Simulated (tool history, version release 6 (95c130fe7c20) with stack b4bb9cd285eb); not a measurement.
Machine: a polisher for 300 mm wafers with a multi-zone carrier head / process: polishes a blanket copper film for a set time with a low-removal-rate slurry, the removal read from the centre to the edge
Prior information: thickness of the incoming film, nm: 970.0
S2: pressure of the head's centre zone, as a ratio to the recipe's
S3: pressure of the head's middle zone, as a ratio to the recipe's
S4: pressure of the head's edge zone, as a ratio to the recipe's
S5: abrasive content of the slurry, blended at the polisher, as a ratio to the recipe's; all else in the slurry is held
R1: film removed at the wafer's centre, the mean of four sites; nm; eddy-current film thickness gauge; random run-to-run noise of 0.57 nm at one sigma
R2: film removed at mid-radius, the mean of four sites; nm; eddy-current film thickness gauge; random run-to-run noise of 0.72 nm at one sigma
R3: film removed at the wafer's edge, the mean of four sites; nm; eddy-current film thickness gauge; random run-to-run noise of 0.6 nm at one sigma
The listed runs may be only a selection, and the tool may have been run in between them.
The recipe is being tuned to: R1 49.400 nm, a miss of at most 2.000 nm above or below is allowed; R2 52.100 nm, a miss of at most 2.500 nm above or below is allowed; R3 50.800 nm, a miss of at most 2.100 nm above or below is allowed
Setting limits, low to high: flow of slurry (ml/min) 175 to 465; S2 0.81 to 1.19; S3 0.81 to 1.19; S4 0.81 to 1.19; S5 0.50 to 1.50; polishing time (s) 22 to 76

{"run": 1, "hour": 0.0, "flow of slurry (ml/min)": 295, "S2": 1.0, "S3": 1.0, "S4": 1.0, "S5": 1.0, "polishing time (s)": 49, "R1": 113.02, "R2": 101.0, "R3": 101.63}
{"run": 2, "hour": 5.6, "flow of slurry (ml/min)": 290, "S2": 0.96, "S3": 1.0, "S4": 0.98, "S5": 0.85, "polishing time (s)": 42, "R1": 90.819, "R2": 84.794, "R3": 84.482}
{"run": 3, "hour": 9.3, "flow of slurry (ml/min)": 240, "S2": 0.96, "S3": 1.0, "S4": 0.98, "S5": 0.85, "polishing time (s)": 42, "R1": 89.018, "R2": 82.981, "R3": 83.571}
{"run": 4, "hour": 17.1, "flow of slurry (ml/min)": 240, "S2": 0.93, "S3": 1.0, "S4": 0.96, "S5": 0.75, "polishing time (s)": 37, "R1": 73.751, "R2": 70.502, "R3": 68.334}
{"run": 5, "hour": 24.9, "flow of slurry (ml/min)": 240, "S2": 0.93, "S3": 1.0, "S4": 0.96, "S5": 0.75, "polishing time (s)": 46, "R1": 91.056, "R2": 87.737, "R3": 85.351}
{"run": 6, "hour": 30.5, "flow of slurry (ml/min)": 240, "S2": 0.96, "S3": 1.0, "S4": 0.96, "S5": 0.75, "polishing time (s)": 46, "R1": 94.774, "R2": 90.007, "R3": 88.208}
{"run": 7, "hour": 36.5, "flow of slurry (ml/min)": 230, "S2": 0.92, "S3": 1.0, "S4": 0.97, "S5": 0.7, "polishing time (s)": 41, "R1": 77.358, "R2": 76.651, "R3": 75.349}
{"run": 8, "hour": 41.9, "flow of slurry (ml/min)": 225, "S2": 0.89, "S3": 0.99, "S4": 0.96, "S5": 0.65, "polishing time (s)": 38, "R1": 68.459, "R2": 68.519, "R3": 69.365}
{"run": 9, "hour": 44.5, "flow of slurry (ml/min)": 220, "S2": 0.87, "S3": 0.99, "S4": 0.94, "S5": 0.6, "polishing time (s)": 36, "R1": 62.439, "R2": 63.655, "R3": 63.07}
{"run": 10, "hour": 48.2, "flow of slurry (ml/min)": 215, "S2": 0.86, "S3": 0.99, "S4": 0.92, "S5": 0.55, "polishing time (s)": 35, "R1": 58.395, "R2": 61.327, "R3": 58.114}
{"run": 11, "hour": 55.4, "flow of slurry (ml/min)": 210, "S2": 0.85, "S3": 0.97, "S4": 0.91, "S5": 0.55, "polishing time (s)": 34, "R1": 56.028, "R2": 57.105, "R3": 56.945}
{"hour": 58.9, "done": "centre zone pressure recalibrated"}
{"run": 12, "hour": 58.9, "flow of slurry (ml/min)": 205, "S2": 0.84, "S3": 0.97, "S4": 0.9, "S5": 0.55, "polishing time (s)": 34, "R1": 50.673, "R2": 56.855, "R3": 56.548}
{"run": 13, "hour": 64.0, "flow of slurry (ml/min)": 220, "S2": 0.85, "S3": 0.96, "S4": 0.89, "S5": 0.55, "polishing time (s)": 33, "R1": 48.593, "R2": 57.212, "R3": 55.021}
{"run": 14, "hour": 67.1, "flow of slurry (ml/min)": 175, "S2": 0.95, "S3": 0.9, "S4": 0.86, "S5": 0.5, "polishing time (s)": 31, "R1": 49.809, "R2": 46.322, "R3": 47.67}
{"run": 15, "hour": 67.9, "flow of slurry (ml/min)": 190, "S2": 0.93, "S3": 0.91, "S4": 0.86, "S5": 0.5, "polishing time (s)": 31, "R1": 48.661, "R2": 47.069, "R3": 49.547}
{"run": 16, "hour": 69.7, "flow of slurry (ml/min)": 200, "S2": 0.93, "S3": 0.93, "S4": 0.85, "S5": 0.5, "polishing time (s)": 31, "R1": 48.767, "R2": 49.288, "R3": 47.929}

Below are 4 possible settings for the next run. Only one of them brings all results inside the allowed miss of their targets. Which is it?
{"run": "A", "hour": 71.5, "flow of slurry (ml/min)": 175, "S2": 1.15, "S3": 1.01, "S4": 0.92, "S5": 0.5, "polishing time (s)": 28, "R1": "?", "R2": "?", "R3": "?"}
{"run": "B", "hour": 71.5, "flow of slurry (ml/min)": 180, "S2": 0.89, "S3": 0.86, "S4": 0.94, "S5": 0.6, "polishing time (s)": 30, "R1": "?", "R2": "?", "R3": "?"}
{"run": "C", "hour": 71.5, "flow of slurry (ml/min)": 255, "S2": 0.87, "S3": 0.91, "S4": 0.81, "S5": 0.6, "polishing time (s)": 31, "R1": "?", "R2": "?", "R3": "?"}
{"run": "D", "hour": 71.5, "flow of slurry (ml/min)": 195, "S2": 0.96, "S3": 0.92, "S4": 0.84, "S5": 0.5, "polishing time (s)": 33, "R1": "?", "R2": "?", "R3": "?"}

move=A R1=54.143 R2=46.286 R3=45.509
move=B R1=47.024 R2=45.595 R3=51.756
move=C R1=50.005 R2=51.700 R3=51.702
move=D R1=54.145 R2=51.326 R3=52.148
A: the biggest miss grows against the last run
B: the worst result of the last run now meets its target, but another is out of spec
C: every result within its allowed miss
D: the worst result of the last run now meets its target, but another is out of spec
So the answer is move C, the one that meets all the targets.
